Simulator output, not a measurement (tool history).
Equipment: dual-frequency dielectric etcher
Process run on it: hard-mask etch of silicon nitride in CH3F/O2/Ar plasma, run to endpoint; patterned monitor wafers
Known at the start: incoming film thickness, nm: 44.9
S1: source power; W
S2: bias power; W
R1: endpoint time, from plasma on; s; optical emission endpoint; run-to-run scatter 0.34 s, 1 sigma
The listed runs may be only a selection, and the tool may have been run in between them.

run    day   S1  S2      R1
  1      0  360  69  64.552
  2  0.071  340  68  66.057
  3  0.358  320  67  67.014
  4  0.575  320  63   67.52
  5  0.908  320  73  65.146
  6  0.946  370  73  62.584
  7  1.108  340  71    64.6
  8  1.258  320  70  65.663
  9  1.488  300  68  66.617

The next listed run, before its measurement:
 10  1.621  230  62   ?

Run 10 gave R1 72.209 s.
